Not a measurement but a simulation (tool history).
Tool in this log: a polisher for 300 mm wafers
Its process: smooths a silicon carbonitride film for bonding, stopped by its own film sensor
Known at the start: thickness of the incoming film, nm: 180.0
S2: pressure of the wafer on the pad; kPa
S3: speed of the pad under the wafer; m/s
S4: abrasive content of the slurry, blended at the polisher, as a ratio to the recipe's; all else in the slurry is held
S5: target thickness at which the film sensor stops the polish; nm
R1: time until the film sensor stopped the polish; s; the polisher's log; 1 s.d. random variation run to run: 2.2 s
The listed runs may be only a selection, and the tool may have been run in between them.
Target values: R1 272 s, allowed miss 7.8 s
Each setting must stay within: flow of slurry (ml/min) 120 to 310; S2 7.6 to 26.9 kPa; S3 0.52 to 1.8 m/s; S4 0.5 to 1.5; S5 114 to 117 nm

Run 1, hour 0: flow of slurry (ml/min) 200, S2 17.2 kPa, S3 1.16 m/s, S4 1, S5 117 nm. Result: R1 158.92 s.
Run 2, hour 7.6: flow of slurry (ml/min) 200, S2 17.2 kPa, S3 1.16 m/s, S4 1, S5 114 nm. Result: R1 169.24 s.
Run 3, hour 14.3: flow of slurry (ml/min) 175, S2 17.2 kPa, S3 1.16 m/s, S4 1, S5 114 nm. Result: R1 167.77 s.
Run 4, hour 20.2: flow of slurry (ml/min) 175, S2 17.2 kPa, S3 1.16 m/s, S4 1, S5 114 nm. Result: R1 168.68 s.
Run 5, hour 24.3: flow of slurry (ml/min) 175, S2 17.2 kPa, S3 1.16 m/s, S4 1.1, S5 114 nm. Result: R1 162.53 s.
Run 6, hour 28.5: flow of slurry (ml/min) 175, S2 17.2 kPa, S3 1.16 m/s, S4 0.9, S5 114 nm. Result: R1 180.85 s.
Run 7, hour 36.3: flow of slurry (ml/min) 175, S2 16.5 kPa, S3 1.16 m/s, S4 0.9, S5 114 nm. Result: R1 182.6 s.
Run 8, hour 39.3: flow of slurry (ml/min) 160, S2 11.7 kPa, S3 1.14 m/s, S4 0.9, S5 114 nm. Result: R1 249.48 s.
Run 9, hour 43.5: flow of slurry (ml/min) 160, S2 11 kPa, S3 1.14 m/s, S4 0.9, S5 114 nm. Result: R1 262.58 s.

Pick the move, out of 4, that brings all results within their allowed miss; only one does.
Run A, hour 47.7: flow of slurry (ml/min) 175, S2 13.8 kPa, S3 0.9 m/s, S4 0.85, S5 114 nm. Result: R1 ?.
Run B, hour 47.7: flow of slurry (ml/min) 170, S2 9 kPa, S3 1.12 m/s, S4 0.9, S5 116 nm. Result: R1 ?.
Run C, hour 47.7: flow of slurry (ml/min) 160, S2 11.7 kPa, S3 1.14 m/s, S4 0.9, S5 114 nm. Result: R1 ?.
Run D, hour 47.7: flow of slurry (ml/min) 120, S2 16.5 kPa, S3 0.96 m/s, S4 0.8, S5 114 nm. Result: R1 ?.

move      R1
   A  274.83
   B   297.5
   C   253.4
   D  255.82
A: in spec on every target
B: the result that was furthest off in the last run now lies on the other side of its target
C: moves away from the targets compared with the last run
D: moves away from the targets compared with the last run
Move A is the one to make.
